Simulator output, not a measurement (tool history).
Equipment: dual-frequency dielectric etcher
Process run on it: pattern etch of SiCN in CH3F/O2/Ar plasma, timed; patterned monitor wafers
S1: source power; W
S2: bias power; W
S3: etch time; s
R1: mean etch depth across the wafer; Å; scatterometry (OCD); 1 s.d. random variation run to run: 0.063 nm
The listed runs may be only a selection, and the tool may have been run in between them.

run	hour	S1	S2	S3	R1
1	0.0	280	84	31	105.490
2	0.5	260	82	31	101.510
3	4.1	260	88	31	104.850
4	6.1	240	87	31	102.600
5	10.0	260	87	31	103.640
6	17.3	250	85	31	102.370
7	24.8	240	83	31	98.542
8	26.0	230	83	31	99.650

Forecast run 9:
9	28.2	220	81	31	?

Run 9 produced R1 97.644 Å.
